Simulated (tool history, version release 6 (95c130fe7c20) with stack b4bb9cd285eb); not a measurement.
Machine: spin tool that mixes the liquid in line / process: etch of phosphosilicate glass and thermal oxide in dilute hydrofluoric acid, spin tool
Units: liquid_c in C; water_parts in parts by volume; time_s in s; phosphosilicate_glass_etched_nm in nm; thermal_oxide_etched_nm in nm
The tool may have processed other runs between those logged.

run	day	liquid_c	water_parts	time_s	phosphosilicate_glass_etched_nm	thermal_oxide_etched_nm
1	0.000	22.0	250	40	18.6420	0.61351
2	0.146	22.0	310	40	14.2040	0.40653
3	0.458	22.0	400	40	10.1540	0.32793
4	0.712	23.0	395	40	10.6330	0.34573
5	0.958	23.0	435	40	9.3989	0.29679
6	1.125	23.0	450	40	8.9363	0.32971
7	1.388	23.5	440	40	9.3654	0.33548

Forecast run 8:
8	1.446	24.0	430	40	?	?

phosphosilicate_glass_etched_nm: 9.7537 nm
thermal_oxide_etched_nm: 0.33903 nm

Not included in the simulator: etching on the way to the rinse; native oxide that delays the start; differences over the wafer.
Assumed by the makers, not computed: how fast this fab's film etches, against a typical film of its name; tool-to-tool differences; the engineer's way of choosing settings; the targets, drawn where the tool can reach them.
